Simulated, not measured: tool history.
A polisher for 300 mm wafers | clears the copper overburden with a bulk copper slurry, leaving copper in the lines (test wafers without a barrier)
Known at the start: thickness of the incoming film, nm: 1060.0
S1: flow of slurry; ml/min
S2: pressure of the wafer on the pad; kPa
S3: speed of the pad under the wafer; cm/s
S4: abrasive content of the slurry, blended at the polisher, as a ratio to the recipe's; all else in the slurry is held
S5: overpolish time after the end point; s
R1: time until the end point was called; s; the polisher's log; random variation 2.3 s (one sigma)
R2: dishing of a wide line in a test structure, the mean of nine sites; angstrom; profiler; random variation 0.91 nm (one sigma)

| run | hour | S1 | S2 | S3 | S4 | S5 | R1 | R2 |
|---|---|---|---|---|---|---|---|---|
| 1 | 0.0 | 190 | 17.2 | 96 | 1.00 | 26 | 160.63 | 780.73 |
| 2 | 7.7 | 190 | 17.2 | 96 | 1.00 | 34 | 162.48 | 894.36 |
| 3 | 9.9 | 190 | 16.5 | 96 | 1.00 | 30 | 167.75 | 826.92 |
| 4 | 12.6 | 190 | 16.5 | 96 | 1.00 | 25 | 166.64 | 767.19 |
| 5 | 18.0 | 190 | 16.5 | 96 | 0.90 | 25 | 170.84 | 763.49 |
| 6 | 20.0 | 190 | 15.9 | 96 | 0.95 | 22 | 172.67 | 683.84 |
| 7 | 28.0 | 190 | 11.0 | 96 | 1.00 | 12 | 231.46 | 347.26 |
|  | 36.2 | worn pad replaced by a new one |
| 8 | 36.2 | 190 | 11.7 | 96 | 1.00 | 13 | 202.80 | 410.77 |
| 9 | 43.8 | 180 | 11.0 | 92 | 1.00 | 22 | 225.84 | 545.46 |
| 10 | 45.9 | 185 | 11.0 | 92 | 1.00 | 22 | 226.49 | 560.33 |
| 11 | 47.0 | 185 | 11.0 | 92 | 1.00 | 21 | 224.15 | 535.16 |
| 12 | 54.7 | 195 | 12.4 | 94 | 1.00 | 12 | 196.82 | 384.21 |
| 13 | 58.8 | 190 | 12.4 | 94 | 1.00 | 12 | 197.70 | 411.27 |
| 14 | 59.3 | 160 | 11.7 | 92 | 1.00 | 20 | 213.67 | 533.58 |
| 15 | 65.8 | 165 | 11.7 | 94 | 1.05 | 19 | 205.12 | 526.25 |
| 16 | 69.3 | 170 | 11.7 | 94 | 1.05 | 19 | 207.62 | 538.09 |
| 17 | 76.5 | 175 | 11.7 | 94 | 1.05 | 19 | 203.02 | 525.70 |

Forecast run 18:
| 18 | 80.1 | 180 | 11.7 | 94 | 1.05 | 19 | ? | ? |

{"run 18": {"R1": 203.59, "R2": 528.4}}

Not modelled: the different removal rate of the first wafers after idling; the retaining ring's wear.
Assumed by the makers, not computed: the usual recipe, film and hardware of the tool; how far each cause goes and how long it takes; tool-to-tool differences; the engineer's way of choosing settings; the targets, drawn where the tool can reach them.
